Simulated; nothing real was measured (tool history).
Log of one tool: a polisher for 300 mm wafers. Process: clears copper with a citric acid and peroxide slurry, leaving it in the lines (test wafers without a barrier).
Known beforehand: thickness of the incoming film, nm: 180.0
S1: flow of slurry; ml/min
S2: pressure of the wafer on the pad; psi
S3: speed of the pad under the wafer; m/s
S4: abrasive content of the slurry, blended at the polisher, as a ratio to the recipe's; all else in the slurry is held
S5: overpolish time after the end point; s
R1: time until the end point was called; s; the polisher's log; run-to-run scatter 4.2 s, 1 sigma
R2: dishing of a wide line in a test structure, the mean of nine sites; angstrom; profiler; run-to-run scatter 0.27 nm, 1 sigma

| run | hour | S1 | S2 | S3 | S4 | S5 | R1 | R2 |
|---|---|---|---|---|---|---|---|---|
| 1 | 0 | 140 | 2.1 | 0.82 | 1 | 25 | 144.7 | 239.3 |
| 2 | 7.7 | 140 | 1.8 | 0.8 | 1 | 22 | 157.14 | 199.18 |
| 3 | 16 | 140 | 1.6 | 0.74 | 1 | 20 | 184.09 | 161.63 |
| 4 | 24 | 140 | 1.6 | 0.86 | 1 | 20 | 158.66 | 184.01 |
| 5 | 32.7 | 140 | 1.6 | 0.86 | 1 | 16 | 158.25 | 148.8 |
| 6 | 37.9 | 140 | 1.6 | 0.86 | 1 | 11 | 160.18 | 106.92 |
| 7 | 45.4 | 135 | 1.4 | 0.8 | 1 | 13 | 190.9 | 104.13 |
| 8 | 48.1 | 135 | 1.4 | 0.8 | 1 | 13 | 184.51 | 107.81 |
| 9 | 52.9 | 130 | 1.3 | 0.76 | 1 | 15 | 203.02 | 109.88 |

For run 10, what comes out?
| 10 | 59.2 | 125 | 1.2 | 0.74 | 1 | 16 | ? | ? |

{"run 10": {"R1": 218.18, "R2": 113.31}}
